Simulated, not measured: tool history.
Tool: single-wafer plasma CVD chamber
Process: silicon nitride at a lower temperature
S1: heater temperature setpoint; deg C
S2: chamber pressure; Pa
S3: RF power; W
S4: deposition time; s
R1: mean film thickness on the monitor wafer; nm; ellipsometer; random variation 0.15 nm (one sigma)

Run 1, hour 0: S1 345 deg C, S2 212 Pa, S3 345 W, S4 32.6 s. Result: R1 42.826 nm.
Run 2, hour 1.6: S1 345 deg C, S2 188 Pa, S3 345 W, S4 32.6 s. Result: R1 41.302 nm.
Run 3, hour 7.7: S1 345 deg C, S2 196 Pa, S3 350 W, S4 32.6 s. Result: R1 42.163 nm.
Run 4, hour 14.9: S1 345 deg C, S2 196 Pa, S3 315 W, S4 32.6 s. Result: R1 39.164 nm.
Run 5, hour 22.7: S1 335 deg C, S2 196 Pa, S3 315 W, S4 32.6 s. Result: R1 39.339 nm.
Run 6, hour 29.4: S1 335 deg C, S2 196 Pa, S3 275 W, S4 32.6 s. Result: R1 35.808 nm.
Run 7, hour 30: S1 335 deg C, S2 204 Pa, S3 285 W, S4 32.7 s. Result: R1 37.442 nm.
Run 8, hour 32.9: S1 335 deg C, S2 212 Pa, S3 290 W, S4 32.7 s. Result: R1 38.045 nm.
Run 9, hour 39.6: S1 335 deg C, S2 219 Pa, S3 300 W, S4 32.7 s. Result: R1 39.413 nm.

Forecast run 10:
Run 10, hour 40.9: S1 335 deg C, S2 225 Pa, S3 305 W, S4 32.7 s. Result: R1 ?.

Run 10 gave R1 40.254 nm.

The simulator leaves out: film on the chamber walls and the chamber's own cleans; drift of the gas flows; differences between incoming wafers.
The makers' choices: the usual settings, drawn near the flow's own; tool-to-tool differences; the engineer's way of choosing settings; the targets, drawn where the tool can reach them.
